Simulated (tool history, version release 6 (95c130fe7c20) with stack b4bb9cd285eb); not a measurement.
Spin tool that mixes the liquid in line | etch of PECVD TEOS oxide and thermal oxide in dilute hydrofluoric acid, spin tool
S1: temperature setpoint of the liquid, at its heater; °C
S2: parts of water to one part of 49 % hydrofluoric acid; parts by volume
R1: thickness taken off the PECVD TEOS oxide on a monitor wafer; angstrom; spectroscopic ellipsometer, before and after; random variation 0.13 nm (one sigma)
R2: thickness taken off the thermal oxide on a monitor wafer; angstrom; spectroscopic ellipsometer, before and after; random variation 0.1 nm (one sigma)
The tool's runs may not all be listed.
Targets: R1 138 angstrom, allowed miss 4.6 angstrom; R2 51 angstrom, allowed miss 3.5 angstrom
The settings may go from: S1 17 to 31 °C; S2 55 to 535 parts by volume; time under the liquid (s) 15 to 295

{"run": 1, "hour": 0.0, "S1": 23, "S2": 295, "time under the liquid (s)": 150, "R1": 55.448, "R2": 20.247}
{"run": 2, "hour": 5.4, "S1": 25, "S2": 245, "time under the liquid (s)": 150, "R1": 74.509, "R2": 27.535}
{"run": 3, "hour": 6.9, "S1": 25, "S2": 245, "time under the liquid (s)": 195, "R1": 99.079, "R2": 35.31}
{"run": 4, "hour": 7.8, "S1": 22.5, "S2": 245, "time under the liquid (s)": 195, "R1": 90.359, "R2": 31.943}
{"run": 5, "hour": 16.4, "S1": 22.5, "S2": 245, "time under the liquid (s)": 170, "R1": 78.523, "R2": 28.534}
{"run": 6, "hour": 18.2, "S1": 20.5, "S2": 245, "time under the liquid (s)": 170, "R1": 73.827, "R2": 27.062}
{"run": 7, "hour": 23.2, "S1": 23, "S2": 215, "time under the liquid (s)": 170, "R1": 93.62, "R2": 35.161}
{"run": 8, "hour": 29.4, "S1": 23, "S2": 215, "time under the liquid (s)": 170, "R1": 93.979, "R2": 36.336}
{"run": 9, "hour": 33.9, "S1": 24.5, "S2": 210, "time under the liquid (s)": 175, "R1": 105.34, "R2": 39.264}
{"run": 10, "hour": 34.7, "S1": 26.5, "S2": 205, "time under the liquid (s)": 175, "R1": 115.27, "R2": 43.307}
{"run": 11, "hour": 38.6, "S1": 27.5, "S2": 205, "time under the liquid (s)": 175, "R1": 122.07, "R2": 44.066}
{"run": 12, "hour": 42.4, "S1": 28, "S2": 200, "time under the liquid (s)": 170, "R1": 124.25, "R2": 46.367}

5 next moves are on the table. One of them brings every result within its allowed miss. Which?
{"run": "A", "hour": 46.2, "S1": 30.5, "S2": 205, "time under the liquid (s)": 195, "R1": "?", "R2": "?"}
{"run": "B", "hour": 46.2, "S1": 26, "S2": 220, "time under the liquid (s)": 230, "R1": "?", "R2": "?"}
{"run": "C", "hour": 46.2, "S1": 28, "S2": 175, "time under the liquid (s)": 135, "R1": "?", "R2": "?"}
{"run": "D", "hour": 46.2, "S1": 30.5, "S2": 175, "time under the liquid (s)": 125, "R1": "?", "R2": "?"}
{"run": "E", "hour": 46.2, "S1": 28.5, "S2": 215, "time under the liquid (s)": 175, "R1": "?", "R2": "?"}

move=A R1=150.88 R2=54.657
move=B R1=139.24 R2=50.443
move=C R1=116.26 R2=42.117
move=D R1=117.65 R2=42.619
move=E R1=119.06 R2=43.131
A: takes the result that was furthest off past its target
B: meets every target
C: further off than the last run
D: further off than the last run
E: further off than the last run
Answer: B

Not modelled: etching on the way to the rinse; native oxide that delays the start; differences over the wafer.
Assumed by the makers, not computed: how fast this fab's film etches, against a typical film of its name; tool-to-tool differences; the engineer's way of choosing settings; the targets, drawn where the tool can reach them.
